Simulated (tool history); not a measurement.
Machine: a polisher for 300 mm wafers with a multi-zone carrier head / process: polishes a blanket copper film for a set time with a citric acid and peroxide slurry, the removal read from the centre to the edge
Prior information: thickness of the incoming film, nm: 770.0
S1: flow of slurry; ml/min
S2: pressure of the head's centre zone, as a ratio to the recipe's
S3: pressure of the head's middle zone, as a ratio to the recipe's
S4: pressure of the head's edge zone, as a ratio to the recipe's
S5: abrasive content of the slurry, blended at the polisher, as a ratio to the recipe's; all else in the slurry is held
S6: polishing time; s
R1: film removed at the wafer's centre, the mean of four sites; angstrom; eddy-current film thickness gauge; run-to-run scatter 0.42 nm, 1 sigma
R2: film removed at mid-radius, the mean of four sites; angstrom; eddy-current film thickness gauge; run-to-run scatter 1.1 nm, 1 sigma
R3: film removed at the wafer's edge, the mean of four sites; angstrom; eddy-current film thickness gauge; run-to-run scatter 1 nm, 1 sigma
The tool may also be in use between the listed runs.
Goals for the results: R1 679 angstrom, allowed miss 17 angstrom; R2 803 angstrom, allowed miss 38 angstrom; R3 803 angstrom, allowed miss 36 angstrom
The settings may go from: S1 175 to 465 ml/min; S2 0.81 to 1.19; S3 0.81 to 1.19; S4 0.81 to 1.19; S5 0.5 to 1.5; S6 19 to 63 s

{"run": 1, "hour": 0.0, "S1": 295, "S2": 1, "S3": 1, "S4": 1, "S5": 1, "S6": 41, "R1": 778.82, "R2": 776.52, "R3": 731.05}
{"run": 2, "hour": 5.4, "S1": 295, "S2": 1, "S3": 1, "S4": 1, "S5": 1, "S6": 31, "R1": 588, "R2": 573.24, "R3": 556.8}
{"run": 3, "hour": 13.3, "S1": 295, "S2": 1, "S3": 1.07, "S4": 1, "S5": 1, "S6": 31, "R1": 590.93, "R2": 613.47, "R3": 565.36}
{"run": 4, "hour": 18.0, "S1": 295, "S2": 1, "S3": 1.07, "S4": 0.94, "S5": 1, "S6": 31, "R1": 591.31, "R2": 611.82, "R3": 544.55}
{"run": 5, "hour": 20.2, "S1": 295, "S2": 1, "S3": 1.07, "S4": 1.02, "S5": 1, "S6": 31, "R1": 587.05, "R2": 607.75, "R3": 558.14}
{"run": 6, "hour": 24.6, "S1": 295, "S2": 1, "S3": 1.11, "S4": 1.02, "S5": 1, "S6": 31, "R1": 590.56, "R2": 623.19, "R3": 565.19}
{"run": 7, "hour": 33.3, "S1": 290, "S2": 0.96, "S3": 1.1, "S4": 1.07, "S5": 1.15, "S6": 33, "R1": 618.12, "R2": 686.08, "R3": 624.18}
{"run": 8, "hour": 35.9, "S1": 290, "S2": 0.92, "S3": 1.07, "S4": 1.11, "S5": 1.25, "S6": 35, "R1": 630.52, "R2": 734.42, "R3": 699.05}
{"run": 9, "hour": 44.3, "S1": 300, "S2": 0.92, "S3": 1.06, "S4": 1.14, "S5": 1.35, "S6": 35, "R1": 656.69, "R2": 746.05, "R3": 744.42}
{"run": 10, "hour": 50.7, "S1": 310, "S2": 0.92, "S3": 1.07, "S4": 1.16, "S5": 1.4, "S6": 35, "R1": 660.1, "R2": 756.8, "R3": 733.89}
{"run": 11, "hour": 58.1, "S1": 305, "S2": 0.91, "S3": 1.06, "S4": 1.17, "S5": 1.4, "S6": 36, "R1": 672.26, "R2": 770.35, "R3": 734.58}

Which of these 5 next moves meets every target?
{"run": "A", "hour": 65.5, "S1": 340, "S2": 0.91, "S3": 1.04, "S4": 1.15, "S5": 1.5, "S6": 38, "R1": "?", "R2": "?", "R3": "?"}
{"run": "B", "hour": 65.5, "S1": 355, "S2": 0.88, "S3": 1.04, "S4": 1.16, "S5": 1.3, "S6": 38, "R1": "?", "R2": "?", "R3": "?"}
{"run": "C", "hour": 65.5, "S1": 290, "S2": 0.92, "S3": 0.89, "S4": 1.17, "S5": 1.5, "S6": 37, "R1": "?", "R2": "?", "R3": "?"}
{"run": "D", "hour": 65.5, "S1": 310, "S2": 0.92, "S3": 0.97, "S4": 1.01, "S5": 1.15, "S6": 38, "R1": "?", "R2": "?", "R3": "?"}
{"run": "E", "hour": 65.5, "S1": 275, "S2": 0.89, "S3": 0.81, "S4": 1.1, "S5": 1.5, "S6": 39, "R1": "?", "R2": "?", "R3": "?"}

move=A R1=729.33 R2=814.09 R3=798.9
move=B R1=685.15 R2=790.96 R3=779.05
move=C R1=708.46 R2=711.1 R3=779.15
move=D R1=690.02 R2=729.75 R3=702.76
move=E R1=718.7 R2=706.14 R3=793.86
A: puts the biggest miss on target and leaves a different result outside tolerance
B: in spec on every target
C: puts the biggest miss on target and leaves a different result outside tolerance
D: its largest miss is bigger than the last run's
E: puts the biggest miss on target and leaves a different result outside tolerance
B meets every target.
